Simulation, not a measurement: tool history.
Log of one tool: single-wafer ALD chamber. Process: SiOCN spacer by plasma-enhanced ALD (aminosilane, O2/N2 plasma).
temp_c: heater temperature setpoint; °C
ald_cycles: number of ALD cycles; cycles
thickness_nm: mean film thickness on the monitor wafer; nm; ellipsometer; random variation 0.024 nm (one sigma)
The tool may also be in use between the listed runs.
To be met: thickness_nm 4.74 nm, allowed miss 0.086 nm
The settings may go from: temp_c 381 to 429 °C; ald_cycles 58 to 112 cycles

| run | day | temp_c | ald_cycles | thickness_nm |
|---|---|---|---|---|
| 1 | 0 | 405 | 85 | 5.407 |
| 2 | 0.171 | 412 | 85 | 5.309 |
| 3 | 0.483 | 412 | 94 | 5.8726 |
| 4 | 0.742 | 412 | 86 | 5.367 |
| 5 | 0.8 | 413 | 84 | 5.2183 |
|  | 0.938 | thermocouple changed; heater temperature recalibrated |
| 6 | 0.938 | 415 | 83 | 5.0794 |
| 7 | 1.138 | 417 | 83 | 5.0362 |
| 8 | 1.504 | 419 | 83 | 5.0048 |
| 9 | 1.646 | 420 | 83 | 4.9409 |
| 10 | 1.792 | 421 | 83 | 4.957 |
| 11 | 1.967 | 422 | 83 | 4.9675 |
| 12 | 2.267 | 423 | 83 | 4.9257 |
| 13 | 2.383 | 424 | 83 | 4.9738 |
| 14 | 2.621 | 424 | 82 | 4.8294 |

Which of these 4 next moves meets every target?
| A | 2.858 | 426 | 85 | ? |
| B | 2.858 | 417 | 83 | ? |
| C | 2.858 | 413 | 81 | ? |
| D | 2.858 | 417 | 78 | ? |

| move | thickness_nm |
|---|---|
| A | 4.9874 |
| B | 5.0259 |
| C | 4.9724 |
| D | 4.7231 |
A: further off than the last run
B: further off than the last run
C: further off than the last run
D: meets every target
Move D is the one to make.
